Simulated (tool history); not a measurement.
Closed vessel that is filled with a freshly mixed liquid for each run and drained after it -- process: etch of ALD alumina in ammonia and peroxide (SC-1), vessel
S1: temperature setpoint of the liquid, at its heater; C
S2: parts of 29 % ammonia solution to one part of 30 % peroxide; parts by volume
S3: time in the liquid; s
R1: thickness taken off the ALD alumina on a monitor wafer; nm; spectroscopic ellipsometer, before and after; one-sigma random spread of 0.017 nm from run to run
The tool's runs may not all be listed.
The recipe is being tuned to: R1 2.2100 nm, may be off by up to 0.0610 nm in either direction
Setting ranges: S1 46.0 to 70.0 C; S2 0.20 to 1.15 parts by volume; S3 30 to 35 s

| run | day | S1 | S2 | S3 | R1 |
|---|---|---|---|---|---|
| 1 | 0.000 | 62.0 | 0.65 | 35 | 3.7861 |
| 2 | 0.346 | 62.0 | 0.65 | 35 | 3.7808 |
| 3 | 0.525 | 66.5 | 0.65 | 35 | 4.7024 |
| 4 | 0.658 | 63.0 | 0.65 | 35 | 3.9651 |
| 5 | 0.862 | 67.0 | 0.65 | 35 | 4.7979 |
| 6 | 1.079 | 70.0 | 0.65 | 35 | 5.7034 |
| 7 | 1.300 | 66.0 | 0.65 | 35 | 4.6471 |
| 8 | 1.408 | 63.0 | 0.65 | 35 | 3.9725 |
| 9 | 1.712 | 60.5 | 0.65 | 35 | 3.4602 |
| 10 | 2.067 | 52.5 | 0.65 | 35 | 2.2916 |

Exercise: of the 4 proposed moves below, exactly one satisfies all targets within the stated allowed misses. Which move is it?
| A | 2.421 | 51.5 | 0.85 | 35 | ? |
| B | 2.421 | 53.0 | 0.85 | 35 | ? |
| C | 2.421 | 53.0 | 0.70 | 35 | ? |
| D | 2.421 | 55.5 | 0.65 | 30 | ? |

| move | R1 |
|---|---|
| A | 2.2037 |
| B | 2.3900 |
| C | 2.3464 |
| D | 2.2823 |
A: every result lands within tolerance
B: its largest miss is bigger than the last run's
C: its largest miss is bigger than the last run's
D: an improvement on the last run, though not all results are within tolerance
A meets every target.

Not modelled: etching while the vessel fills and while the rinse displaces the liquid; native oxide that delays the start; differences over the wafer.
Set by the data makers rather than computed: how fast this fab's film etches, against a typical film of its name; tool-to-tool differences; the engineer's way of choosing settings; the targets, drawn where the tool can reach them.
